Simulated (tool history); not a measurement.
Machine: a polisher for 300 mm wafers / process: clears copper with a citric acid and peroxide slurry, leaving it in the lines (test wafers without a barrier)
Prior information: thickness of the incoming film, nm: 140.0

run  hour  flow of slurry (ml/min)  pressure of the wafer on the pad (kPa)  speed of the pad under the wafer (m/s)  abrasive content of the slurry  overpolish time after the end point (s)  time until the end point was called (s)  dishing of a wide line in a test structure (nm)
  1   0.0                      155                                    19.3                                    0.92                             1.0                                       11                                   89.437                                          11.7410
  2   4.3                      150                                    20.0                                    0.92                             1.0                                       11                                   91.398                                          12.2800
  3  12.6                      135                                    20.0                                    0.92                             1.0                                       11                                   89.320                                          11.8150
  4  20.7                      135                                    15.2                                    0.92                             1.0                                       11                                  114.190                                           9.7811
  5  24.7                      135                                    11.0                                    0.92                             1.0                                       11                                  142.570                                           7.9594
  6  25.7                      135                                    11.0                                    0.92                             1.0                                        9                                  145.030                                           6.5485
  7  32.7                      135                                    13.1                                    0.92                             1.0                                       10                                  125.110                                           8.0375
     41.2  -- slurry blender recalibrated
  8  41.2                      135                                    14.5                                    0.92                             1.0                                       11                                  110.290                                          10.2030
  9  43.3                      140                                    15.9                                    0.92                             1.0                                       11                                  105.640                                          10.6480
 10  47.5                      140                                    16.5                                    0.92                             1.0                                       11                                  102.820                                          11.1530
 11  55.4                      140                                    17.2                                    0.92                             1.0                                       11                                   97.305                                          11.1060
 12  61.9                      140                                    17.9                                    0.92                             1.0                                       11                                   93.060                                          11.4890

Run 13 comes next. What will it give?
 13  68.7                      145                                    18.6                                    0.92                             1.0                                       11                                        ?                                                ?

time until the end point was called (s): 92.383
dishing of a wide line in a test structure (nm): 12.2060
